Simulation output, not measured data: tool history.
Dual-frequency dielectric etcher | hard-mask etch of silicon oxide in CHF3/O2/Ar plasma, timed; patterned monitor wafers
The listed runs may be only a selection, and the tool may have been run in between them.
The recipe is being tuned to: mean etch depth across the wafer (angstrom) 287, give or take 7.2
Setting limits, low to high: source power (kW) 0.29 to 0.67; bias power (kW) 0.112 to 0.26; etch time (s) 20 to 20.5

run	hour	source power (kW)	bias power (kW)	etch time (s)	mean etch depth across the wafer (angstrom)
1	0	0.48	0.186	20	343.6
2	7.7	0.48	0.216	20	366.94
3	12.6	0.51	0.216	20	369.63
4	14.5	0.47	0.198	20	352.96
5	20.7	0.44	0.181	20	334.31
6	28.5	0.44	0.181	20.5	343.94
7	33.5	0.42	0.171	20.5	330.57
8	37.4	0.4	0.165	20.5	321.19
9	39.7	0.38	0.161	20.5	315.74
10	41.2	0.37	0.157	20.5	311.04
11	41.8	0.36	0.154	20.5	304.15
12	46.2	0.35	0.153	20.5	304.77
13	47.4	0.34	0.15	20.5	298.31
14	51.1	0.33	0.149	20.5	296.31

Consider the 4 candidate settings below. Which is the only one whose results all fall within their allowed miss of target?
A	54.8	0.29	0.164	20	?
B	54.8	0.38	0.161	20	?
C	54.8	0.38	0.168	20	?
D	54.8	0.35	0.158	20.5	?

move	mean etch depth across the wafer (angstrom)
A	291.81
B	309.85
C	314.69
D	308.88
A: all results in spec
B: further off than the last run
C: further off than the last run
D: further off than the last run
Correct choice: A, which meets every target

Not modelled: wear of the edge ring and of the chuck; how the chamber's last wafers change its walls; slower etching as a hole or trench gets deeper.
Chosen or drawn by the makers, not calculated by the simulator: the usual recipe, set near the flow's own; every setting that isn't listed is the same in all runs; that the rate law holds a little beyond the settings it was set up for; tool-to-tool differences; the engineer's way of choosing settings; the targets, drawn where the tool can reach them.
